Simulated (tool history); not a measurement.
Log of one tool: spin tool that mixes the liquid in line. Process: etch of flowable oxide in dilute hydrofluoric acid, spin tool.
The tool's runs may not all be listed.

run,day,temperature setpoint of the liquid (C),parts of water to one part of 49 % hydrofluoric acid (parts by volume),time under the liquid (s),thickness taken off the flowable oxide on a monitor wafer (angstrom)
1,0.000,21.0,135,50,76.212
2,0.117,20.5,145,50,69.034
3,0.408,20.5,190,50,49.756
4,0.646,17.5,190,50,43.960
5,1.004,17.5,195,50,43.466
6,1.142,17.0,195,50,42.150
7,1.242,17.0,200,50,41.284

Run 8 comes next. What will it give?
8,1.496,17.0,205,50,?

{"run 8": {"thickness taken off the flowable oxide on a monitor wafer (angstrom)": 39.792}}
